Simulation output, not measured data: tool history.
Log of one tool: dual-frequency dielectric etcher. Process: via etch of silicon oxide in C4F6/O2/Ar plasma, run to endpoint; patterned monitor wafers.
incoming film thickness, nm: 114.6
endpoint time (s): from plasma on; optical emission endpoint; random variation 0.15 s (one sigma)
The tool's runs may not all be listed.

run    day  bias power (W)  source power (W)  Ar flow (sccm)  endpoint time (s)
  1  0.000             320               390             277             26.989
  2  0.100             320               390             240             26.974
  3  0.458             320               390             199             26.158
  4  0.629             298               370             204             27.670
  5  0.758             279               360             206             29.253
  6  0.783             279               320             206             30.551

Run 7 comes next. What will it give?
  7  0.850             271               320             206                  ?

Run 7 gave endpoint time (s) 30.844.
